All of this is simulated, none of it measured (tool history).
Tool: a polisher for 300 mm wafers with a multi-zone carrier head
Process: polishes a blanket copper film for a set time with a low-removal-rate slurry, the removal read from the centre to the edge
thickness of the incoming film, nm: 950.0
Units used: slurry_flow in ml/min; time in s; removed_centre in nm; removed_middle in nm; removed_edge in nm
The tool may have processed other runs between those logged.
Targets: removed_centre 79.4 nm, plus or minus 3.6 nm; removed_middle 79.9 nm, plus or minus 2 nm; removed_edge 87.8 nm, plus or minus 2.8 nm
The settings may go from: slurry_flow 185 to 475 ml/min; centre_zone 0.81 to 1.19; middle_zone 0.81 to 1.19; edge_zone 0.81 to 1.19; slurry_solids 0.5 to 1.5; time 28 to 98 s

run    day  slurry_flow  centre_zone  middle_zone  edge_zone  slurry_solids  time  removed_centre  removed_middle  removed_edge
  1      0          305            1            1          1              1    63          147.51          148.14        151.66
  2  0.217          300         0.98         0.98       0.98            0.9    59          132.89          134.36        137.23
  3  0.575          295         0.96         0.95       0.97           0.85    56          125.01          121.61        127.27
  4  0.875          325         0.96         0.95       0.97           0.85    56          121.91          123.04        130.64
  5  0.954          320         0.94         0.93       0.95            0.8    53          113.14          113.24        118.05
     1.288  -- slurry nozzle cleaned
  6  1.288          320         0.92         0.91       0.95           0.75    51           107.4          108.55        116.35
  7  1.329          320         0.91          0.9       0.94            0.7    49          100.95          102.69        110.02
  8    1.5          315          0.9         0.89       0.93           0.65    48          95.764          97.388         103.5
  9  1.646          305         0.89         0.88       0.92            0.6    47          91.633          93.439        102.04
 10  1.979          300         0.89         0.87        0.9            0.6    46          92.142          90.652         97.91
 11  2.296          295         0.88         0.86       0.89            0.6    45          88.308          87.454        95.384
 12  2.625          295         0.88         0.86       0.89            0.6    45          87.523          86.937        94.095
 13  2.958          285         0.87         0.86       0.89            0.6    45          85.385           87.46        96.187

Next run, 4 choices. One meets every target within its allowed miss, the rest don't. Which?
  A  3.292          225         0.82         0.86       0.97            0.6    41               ?               ?             ?
  B  3.292          250         0.81         0.81       0.94           0.55    41               ?               ?             ?
  C  3.292          335         0.96         0.97       0.93            0.5    38               ?               ?             ?
  D  3.292          280         0.89         0.87       0.92           0.55    42               ?               ?             ?

move  removed_centre  removed_middle  removed_edge
   A          71.393          76.555        89.064
   B          70.716          73.012        87.615
   C          79.622          79.975        81.499
   D          80.954          80.403        89.741
A: pushes the last run's worst result past its target
B: pushes the last run's worst result past its target
C: corrects the largest miss of the last run, while another result sits out of spec
D: hits every target within its allowed miss
D meets every target.
